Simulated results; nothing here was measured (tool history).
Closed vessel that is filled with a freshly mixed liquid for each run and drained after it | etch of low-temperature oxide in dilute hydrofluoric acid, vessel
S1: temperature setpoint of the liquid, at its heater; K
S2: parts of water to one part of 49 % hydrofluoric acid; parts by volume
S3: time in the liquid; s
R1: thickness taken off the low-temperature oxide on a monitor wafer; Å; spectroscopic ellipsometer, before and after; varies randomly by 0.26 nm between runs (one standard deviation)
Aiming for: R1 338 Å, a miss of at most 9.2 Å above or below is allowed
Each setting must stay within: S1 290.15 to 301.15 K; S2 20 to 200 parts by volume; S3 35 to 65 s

run,hour,S1,S2,S3,R1
1,0,293.15,110,65,123.07
2,1,293.15,145,65,90.368
3,3.4,295.65,105,65,143.96
4,4.6,297.65,80,65,210.45
5,10.9,297.65,80,65,209.38
6,11.5,297.65,100,65,163.79
7,20.5,298.65,80,65,217.34
8,24.9,299.65,70,65,263.71
9,26.5,300.15,65,65,293.87
10,30.2,300.65,65,65,296.39
11,34.8,300.65,60,65,320.05

Exactly one of the 4 candidate moves below puts every result within its allowed miss. Which one?
A,39.4,301.15,65,65,?
B,39.4,300.15,60,65,?
C,39.4,298.65,60,65,?
D,39.4,299.15,55,65,?

move,R1
A,305.62
B,320.5
C,301.8
D,338.25
A: its largest miss is bigger than the last run's
B: about the same distance from the targets as the last run
C: its largest miss is bigger than the last run's
D: all results in spec
Answer: D
